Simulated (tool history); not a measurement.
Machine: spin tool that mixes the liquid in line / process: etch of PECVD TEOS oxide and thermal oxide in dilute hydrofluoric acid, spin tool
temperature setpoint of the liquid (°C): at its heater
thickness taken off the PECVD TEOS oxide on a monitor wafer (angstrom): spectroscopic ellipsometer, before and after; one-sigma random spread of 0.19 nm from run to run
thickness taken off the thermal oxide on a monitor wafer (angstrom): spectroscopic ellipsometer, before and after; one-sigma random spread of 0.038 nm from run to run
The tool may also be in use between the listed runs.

run	hour	temperature setpoint of the liquid (°C)	parts of water to one part of 49 % hydrofluoric acid (parts by volume)	time under the liquid (s)	thickness taken off the PECVD TEOS oxide on a monitor wafer (angstrom)	thickness taken off the thermal oxide on a monitor wafer (angstrom)
1	0	24	115	65	140.12	26.443
2	1.4	26.5	110	65	161.63	30.719
3	2.6	28.5	105	65	183.98	34.641
4	7.9	29.5	105	65	188.12	36.016
5	10.1	29.5	140	65	134.95	25.907
6	13.7	31	140	65	141.74	27.776
7	16	31	125	65	163.56	31.53

Run 8 is up next; what results do you expect?
8	18.4	31.5	115	65	?	?

{"run 8": {"thickness taken off the PECVD TEOS oxide on a monitor wafer (angstrom)": 184.97, "thickness taken off the thermal oxide on a monitor wafer (angstrom)": 35.363}}

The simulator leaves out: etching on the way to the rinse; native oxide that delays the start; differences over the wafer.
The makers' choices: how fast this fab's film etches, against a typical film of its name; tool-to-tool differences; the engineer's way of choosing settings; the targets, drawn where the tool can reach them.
